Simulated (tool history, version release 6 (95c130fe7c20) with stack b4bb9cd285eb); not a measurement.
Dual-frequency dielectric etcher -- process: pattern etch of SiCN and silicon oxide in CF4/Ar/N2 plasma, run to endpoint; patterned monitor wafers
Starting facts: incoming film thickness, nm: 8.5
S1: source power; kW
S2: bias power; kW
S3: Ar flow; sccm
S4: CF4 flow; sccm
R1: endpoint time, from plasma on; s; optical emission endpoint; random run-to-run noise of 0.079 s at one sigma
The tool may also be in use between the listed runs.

Run 1, hour 0.0: S1 0.550 kW, S2 0.074 kW, S3 107 sccm, S4 72 sccm. Result: R1 8.3050 s.
Run 2, hour 1.6: S1 0.520 kW, S2 0.073 kW, S3 107 sccm, S4 72 sccm. Result: R1 8.5287 s.
Run 3, hour 4.6: S1 0.590 kW, S2 0.073 kW, S3 107 sccm, S4 72 sccm. Result: R1 7.9615 s.
Run 4, hour 12.2: S1 0.540 kW, S2 0.071 kW, S3 108 sccm, S4 72 sccm. Result: R1 8.4035 s.
At hour 18.3: Ar flow controller replaced.
Run 5, hour 18.3: S1 0.500 kW, S2 0.070 kW, S3 109 sccm, S4 71 sccm. Result: R1 8.9601 s.
Run 6, hour 21.5: S1 0.500 kW, S2 0.070 kW, S3 121 sccm, S4 71 sccm. Result: R1 9.0326 s.

What will run 7 give?
Run 7, hour 25.3: S1 0.480 kW, S2 0.069 kW, S3 121 sccm, S4 71 sccm. Result: R1 ?.

{"run 7": {"R1": 9.2301}}

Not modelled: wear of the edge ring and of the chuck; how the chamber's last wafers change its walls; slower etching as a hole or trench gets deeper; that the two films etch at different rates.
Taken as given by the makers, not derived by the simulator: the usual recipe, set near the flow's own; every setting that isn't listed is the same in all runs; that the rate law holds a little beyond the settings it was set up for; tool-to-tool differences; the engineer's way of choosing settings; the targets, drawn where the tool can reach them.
